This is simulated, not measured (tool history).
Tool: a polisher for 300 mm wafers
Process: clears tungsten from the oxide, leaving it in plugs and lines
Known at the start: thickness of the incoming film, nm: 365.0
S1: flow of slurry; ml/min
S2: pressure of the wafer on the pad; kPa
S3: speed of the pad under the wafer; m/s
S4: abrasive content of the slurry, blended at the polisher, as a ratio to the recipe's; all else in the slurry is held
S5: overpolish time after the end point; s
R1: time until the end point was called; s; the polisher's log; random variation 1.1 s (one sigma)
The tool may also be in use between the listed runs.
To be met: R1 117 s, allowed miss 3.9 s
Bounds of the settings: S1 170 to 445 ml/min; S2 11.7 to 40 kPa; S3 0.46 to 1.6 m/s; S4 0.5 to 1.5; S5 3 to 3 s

run  hour   S1    S2    S3    S4  S5      R1
  1     0  285  25.5  1.02     1   3  85.729
  2   3.8  285  24.8  1.02     1   3  84.886
  3   6.6  285  24.8  1.02   1.1   3  86.213
  4  12.5  285  24.8  1.02  1.25   3  82.319
  5  18.1  285  24.1  1.02  1.25   3  86.061
  6  26.3  285  23.4  1.02  1.25   3  87.515
  7    27  285  22.8  1.02  1.25   3  88.083
  8    34  285  22.1  1.02  1.25   3  92.261
  9  39.9  285  22.1  1.02  1.25   3  91.818
 10  43.8  285  21.4  1.02  1.25   3  96.487
 11  48.7  285  20.7  1.02  1.25   3  99.061
 12  54.8  285    20  1.02  1.25   3  102.07
 13  58.4  285  17.9  1.02  1.25   3  112.73

Which of these 5 next moves meets every target?
  A    62  340  17.9  1.02  1.45   3   ?
  B    62  265  19.3  0.96   1.5   3   ?
  C    62  360  21.4   0.8  1.25   3   ?
  D    62  255  16.5  1.22  1.15   3   ?
  E    62  335  15.9  1.22  1.15   3   ?

move      R1
   A  106.07
   B  106.21
   C  116.87
   D  104.35
   E  106.04
A: further off than the last run
B: further off than the last run
C: meets every target
D: further off than the last run
E: further off than the last run
Answer: C
